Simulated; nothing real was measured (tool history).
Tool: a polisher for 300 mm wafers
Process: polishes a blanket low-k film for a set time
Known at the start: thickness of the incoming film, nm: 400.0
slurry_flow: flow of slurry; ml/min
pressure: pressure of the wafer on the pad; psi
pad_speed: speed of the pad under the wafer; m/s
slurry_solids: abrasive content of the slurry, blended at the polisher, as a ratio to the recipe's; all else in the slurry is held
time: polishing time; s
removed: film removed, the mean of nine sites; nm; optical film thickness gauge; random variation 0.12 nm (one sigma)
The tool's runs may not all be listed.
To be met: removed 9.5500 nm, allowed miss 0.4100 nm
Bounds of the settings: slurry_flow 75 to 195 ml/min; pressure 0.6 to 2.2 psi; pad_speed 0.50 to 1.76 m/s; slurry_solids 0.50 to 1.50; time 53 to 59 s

run	hour	slurry_flow	pressure	pad_speed	slurry_solids	time	removed
1	0.0	125	1.4	1.12	1.00	59	16.0080
2	7.7	125	1.3	1.12	1.00	59	15.1330
3	9.4	125	1.3	1.12	1.00	59	15.0140
4	16.8	125	1.2	1.12	1.00	59	13.9450
5	18.2	125	1.1	1.12	1.00	59	12.9080
6	26.9	120	0.9	1.10	1.00	59	10.2610
7	28.2	110	0.9	1.10	1.00	59	10.0660
8	32.3	100	0.8	1.10	1.00	59	9.0068
9	37.3	105	0.8	1.10	1.00	59	8.9667

Which of these 5 next moves meets every target?
A	42.3	155	0.8	1.14	1.00	56	?
B	42.3	110	0.9	0.98	1.00	53	?
C	42.3	105	0.8	1.12	1.00	55	?
D	42.3	135	0.8	1.70	0.65	59	?
E	42.3	115	1.0	1.10	1.05	56	?

move	removed
A	9.4673
B	8.4640
C	8.5321
D	10.6830
E	11.0390
A: meets every target
B: further off than the last run
C: further off than the last run
D: takes the result that was furthest off past its target
E: takes the result that was furthest off past its target
The right move is A.
